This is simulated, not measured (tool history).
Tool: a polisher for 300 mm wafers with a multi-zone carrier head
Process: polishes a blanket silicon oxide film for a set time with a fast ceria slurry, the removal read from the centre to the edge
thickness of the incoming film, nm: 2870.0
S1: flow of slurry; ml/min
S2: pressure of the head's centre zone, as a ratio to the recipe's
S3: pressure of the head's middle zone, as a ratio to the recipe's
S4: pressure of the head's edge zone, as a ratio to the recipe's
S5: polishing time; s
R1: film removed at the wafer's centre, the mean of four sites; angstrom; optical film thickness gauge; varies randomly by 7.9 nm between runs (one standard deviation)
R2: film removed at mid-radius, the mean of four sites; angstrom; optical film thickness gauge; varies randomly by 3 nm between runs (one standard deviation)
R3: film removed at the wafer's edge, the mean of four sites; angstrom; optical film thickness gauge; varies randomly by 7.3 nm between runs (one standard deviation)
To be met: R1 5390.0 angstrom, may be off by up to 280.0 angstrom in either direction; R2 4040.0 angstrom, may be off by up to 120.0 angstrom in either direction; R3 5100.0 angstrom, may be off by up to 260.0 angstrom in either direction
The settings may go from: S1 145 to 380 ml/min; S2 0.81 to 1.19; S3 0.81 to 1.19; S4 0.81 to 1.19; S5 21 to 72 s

{"run": 1, "hour": 0.0, "S1": 245, "S2": 1.0, "S3": 1.0, "S4": 1.0, "S5": 46, "R1": 6077.0, "R2": 6045.1, "R3": 5834.4}
{"run": 2, "hour": 8.6, "S1": 230, "S2": 1.03, "S3": 0.94, "S4": 1.05, "S5": 43, "R1": 5701.3, "R2": 5293.8, "R3": 5501.3}
{"run": 3, "hour": 17.4, "S1": 230, "S2": 0.97, "S3": 0.94, "S4": 1.05, "S5": 43, "R1": 5571.9, "R2": 5315.7, "R3": 5534.8}
{"run": 4, "hour": 18.4, "S1": 230, "S2": 1.03, "S3": 0.94, "S4": 1.05, "S5": 43, "R1": 5770.4, "R2": 5314.6, "R3": 5698.5}
{"hour": 20.6, "done": "edge zone pressure recalibrated"}
{"run": 5, "hour": 20.6, "S1": 230, "S2": 1.09, "S3": 0.94, "S4": 1.05, "S5": 43, "R1": 6134.7, "R2": 5373.3, "R3": 5707.9}
{"run": 6, "hour": 22.4, "S1": 230, "S2": 1.09, "S3": 0.94, "S4": 0.98, "S5": 43, "R1": 6169.7, "R2": 5258.5, "R3": 5770.7}
{"run": 7, "hour": 30.3, "S1": 235, "S2": 1.1, "S3": 0.91, "S4": 0.97, "S5": 40, "R1": 5755.1, "R2": 4782.5, "R3": 5370.6}
{"run": 8, "hour": 39.1, "S1": 235, "S2": 1.11, "S3": 0.88, "S4": 0.96, "S5": 39, "R1": 5582.8, "R2": 4553.6, "R3": 5050.8}
{"run": 9, "hour": 45.9, "S1": 205, "S2": 1.13, "S3": 0.86, "S4": 1.0, "S5": 39, "R1": 5729.2, "R2": 4326.2, "R3": 5240.7}
{"run": 10, "hour": 50.5, "S1": 195, "S2": 1.12, "S3": 0.85, "S4": 1.0, "S5": 39, "R1": 5454.1, "R2": 4346.0, "R3": 4948.8}
{"run": 11, "hour": 51.3, "S1": 220, "S2": 1.12, "S3": 0.84, "S4": 1.03, "S5": 38, "R1": 5612.5, "R2": 4228.7, "R3": 5116.9}
{"run": 12, "hour": 58.2, "S1": 215, "S2": 1.11, "S3": 0.83, "S4": 1.05, "S5": 38, "R1": 5418.5, "R2": 4164.6, "R3": 5227.0}

Exactly one of the 4 candidate moves below puts every result within its allowed miss. Which one?
{"run": "A", "hour": 65.1, "S1": 195, "S2": 1.03, "S3": 0.91, "S4": 1.12, "S5": 37, "R1": "?", "R2": "?", "R3": "?"}
{"run": "B", "hour": 65.1, "S1": 145, "S2": 1.17, "S3": 0.96, "S4": 1.02, "S5": 38, "R1": "?", "R2": "?", "R3": "?"}
{"run": "C", "hour": 65.1, "S1": 200, "S2": 1.07, "S3": 0.88, "S4": 1.12, "S5": 39, "R1": "?", "R2": "?", "R3": "?"}
{"run": "D", "hour": 65.1, "S1": 225, "S2": 1.12, "S3": 0.81, "S4": 1.05, "S5": 37, "R1": "?", "R2": "?", "R3": "?"}

move=A R1=4804.1 R2=4294.4 R3=5250.6
move=B R1=5296.4 R2=4440.8 R3=5004.0
move=C R1=5251.4 R2=4414.5 R3=5548.7
move=D R1=5258.9 R2=3963.3 R3=5150.6
A: further off than the last run
B: further off than the last run
C: further off than the last run
D: hits every target within its allowed miss
The right move is D.
